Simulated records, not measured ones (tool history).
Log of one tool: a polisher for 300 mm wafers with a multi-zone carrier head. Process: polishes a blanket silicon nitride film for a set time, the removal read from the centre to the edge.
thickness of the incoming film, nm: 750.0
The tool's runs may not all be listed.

| run | hour | flow of slurry (ml/min) | pressure of the head's centre zone | pressure of the head's middle zone | pressure of the head's edge zone | polishing time (s) | film removed at the wafer's centre (Å) | film removed at mid-radius (Å) | film removed at the wafer's edge (Å) |
|---|---|---|---|---|---|---|---|---|---|
| 1 | 0.0 | 155 | 1.00 | 1.00 | 1.00 | 63 | 1564.1 | 1516.3 | 1497.0 |
| 2 | 7.5 | 150 | 1.00 | 0.96 | 0.97 | 59 | 1424.0 | 1398.4 | 1389.5 |
| 3 | 11.3 | 120 | 1.00 | 0.96 | 0.97 | 59 | 1413.9 | 1375.0 | 1356.2 |
| 4 | 15.0 | 120 | 1.02 | 0.93 | 0.97 | 56 | 1328.4 | 1222.1 | 1329.5 |
| 5 | 21.0 | 120 | 1.04 | 0.93 | 0.94 | 54 | 1329.6 | 1182.3 | 1233.2 |
| 6 | 29.3 | 120 | 1.04 | 0.91 | 0.92 | 53 | 1289.0 | 1110.3 | 1183.0 |

Run 7 has not been measured yet. What should we expect?
| 7 | 37.9 | 120 | 1.03 | 0.90 | 0.90 | 53 | ? | ? | ? |

{"run 7": {"film removed at the wafer's centre (Å)": 1309.6, "film removed at mid-radius (Å)": 1123.2, "film removed at the wafer's edge (Å)": 1177.4}}

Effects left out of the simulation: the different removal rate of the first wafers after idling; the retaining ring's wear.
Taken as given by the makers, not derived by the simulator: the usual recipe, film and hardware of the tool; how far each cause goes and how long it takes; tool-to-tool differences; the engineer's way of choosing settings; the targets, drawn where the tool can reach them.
